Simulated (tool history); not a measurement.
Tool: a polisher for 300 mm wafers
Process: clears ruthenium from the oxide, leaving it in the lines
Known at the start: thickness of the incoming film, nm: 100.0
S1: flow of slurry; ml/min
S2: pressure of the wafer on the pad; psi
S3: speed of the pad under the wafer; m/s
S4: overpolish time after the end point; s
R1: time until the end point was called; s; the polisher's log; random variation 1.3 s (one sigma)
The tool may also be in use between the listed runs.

Run 1, hour 0.0: S1 170 ml/min, S2 2.7 psi, S3 1.1 m/s, S4 30 s. Result: R1 71.968 s.
Run 2, hour 2.1: S1 170 ml/min, S2 2.7 psi, S3 1.1 m/s, S4 30 s. Result: R1 72.629 s.
Run 3, hour 6.2: S1 170 ml/min, S2 2.4 psi, S3 1.1 m/s, S4 30 s. Result: R1 81.087 s.
Run 4, hour 9.9: S1 170 ml/min, S2 2.2 psi, S3 1.1 m/s, S4 30 s. Result: R1 87.410 s.
Run 5, hour 16.7: S1 170 ml/min, S2 2.0 psi, S3 1.1 m/s, S4 30 s. Result: R1 96.438 s.
Run 6, hour 19.5: S1 170 ml/min, S2 1.9 psi, S3 1.1 m/s, S4 30 s. Result: R1 98.898 s.
Run 7, hour 20.9: S1 165 ml/min, S2 1.5 psi, S3 1.1 m/s, S4 30 s. Result: R1 130.200 s.

Forecast run 8:
Run 8, hour 26.1: S1 180 ml/min, S2 1.5 psi, S3 1.1 m/s, S4 30 s. Result: R1 ?.

R1: 127.210 s

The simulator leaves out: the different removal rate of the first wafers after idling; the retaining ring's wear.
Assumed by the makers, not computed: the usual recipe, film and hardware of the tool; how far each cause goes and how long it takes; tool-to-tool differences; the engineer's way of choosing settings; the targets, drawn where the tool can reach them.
